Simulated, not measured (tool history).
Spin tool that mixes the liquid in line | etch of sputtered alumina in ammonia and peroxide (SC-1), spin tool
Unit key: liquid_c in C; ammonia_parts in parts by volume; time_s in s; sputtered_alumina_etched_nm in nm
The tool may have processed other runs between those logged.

run,hour,liquid_c,ammonia_parts,time_s,sputtered_alumina_etched_nm
1,0.0,47.0,0.55,40,2.3719
2,4.5,47.0,0.55,30,1.7898
3,9.5,47.0,0.45,30,1.7263
4,17.3,52.5,0.45,30,2.3070
5,20.5,46.0,0.45,30,1.6153
6,21.2,52.0,0.45,30,2.3026
7,26.4,55.5,0.45,30,2.7982
8,28.0,58.0,0.45,30,3.1959
9,29.5,59.5,0.45,30,3.4710

The next listed run, before its measurement:
# hour 33.7: heated supply line repaired
10,33.7,59.5,0.45,30,?

sputtered_alumina_etched_nm: 4.0062 nm
